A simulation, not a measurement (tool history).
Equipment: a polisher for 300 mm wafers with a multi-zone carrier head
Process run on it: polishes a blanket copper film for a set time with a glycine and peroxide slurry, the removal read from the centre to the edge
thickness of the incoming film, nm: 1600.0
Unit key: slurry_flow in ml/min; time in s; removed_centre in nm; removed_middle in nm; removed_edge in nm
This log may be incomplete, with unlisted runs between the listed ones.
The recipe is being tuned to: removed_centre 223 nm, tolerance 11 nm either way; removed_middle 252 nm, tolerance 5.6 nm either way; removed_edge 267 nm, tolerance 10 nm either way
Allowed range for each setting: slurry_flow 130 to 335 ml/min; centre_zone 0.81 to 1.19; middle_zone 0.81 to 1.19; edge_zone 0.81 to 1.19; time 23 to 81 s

| run | hour | slurry_flow | centre_zone | middle_zone | edge_zone | time | removed_centre | removed_middle | removed_edge |
|---|---|---|---|---|---|---|---|---|---|
| 1 | 0 | 215 | 1 | 1 | 1 | 52 | 295.13 | 290.41 | 289.25 |
| 2 | 6.1 | 210 | 0.98 | 0.99 | 1 | 52 | 282.08 | 288.88 | 290.32 |
| 3 | 7.6 | 250 | 0.98 | 0.99 | 1 | 52 | 293.56 | 296.32 | 294.25 |
| 4 | 10.9 | 295 | 0.98 | 0.99 | 1 | 52 | 296.65 | 303 | 304.63 |
| 5 | 15.7 | 290 | 0.96 | 0.98 | 0.99 | 52 | 299.15 | 300.46 | 301.81 |
| 6 | 23 | 290 | 0.96 | 0.95 | 0.99 | 52 | 289.01 | 289.71 | 302.05 |
| 7 | 29.2 | 280 | 0.94 | 0.95 | 0.99 | 52 | 284.34 | 289.42 | 298.57 |
| 8 | 30.2 | 270 | 0.93 | 0.95 | 0.99 | 52 | 273.59 | 288.82 | 300.62 |
| 9 | 35.3 | 265 | 0.92 | 0.94 | 0.98 | 52 | 272.12 | 288.03 | 294.7 |
| 10 | 39.6 | 205 | 0.82 | 0.85 | 1 | 49 | 220.86 | 239.82 | 272.2 |

4 next moves are on the table. One of them brings every result within its allowed miss. Which?
| A | 43.9 | 195 | 0.86 | 0.82 | 1.09 | 49 | ? | ? | ? |
| B | 43.9 | 205 | 0.85 | 0.82 | 1.03 | 49 | ? | ? | ? |
| C | 43.9 | 195 | 0.83 | 0.85 | 1.03 | 49 | ? | ? | ? |
| D | 43.9 | 205 | 0.81 | 0.89 | 0.91 | 50 | ? | ? | ? |

| move | removed_centre | removed_middle | removed_edge |
|---|---|---|---|
| A | 226.16 | 230.86 | 279.18 |
| B | 225.52 | 232.75 | 273.05 |
| C | 218.25 | 237.81 | 271.32 |
| D | 219.3 | 254.15 | 262.44 |
A: lands further from the targets than the last run did
B: lands further from the targets than the last run did
C: lands further from the targets than the last run did
D: every result within its allowed miss
D meets every target.
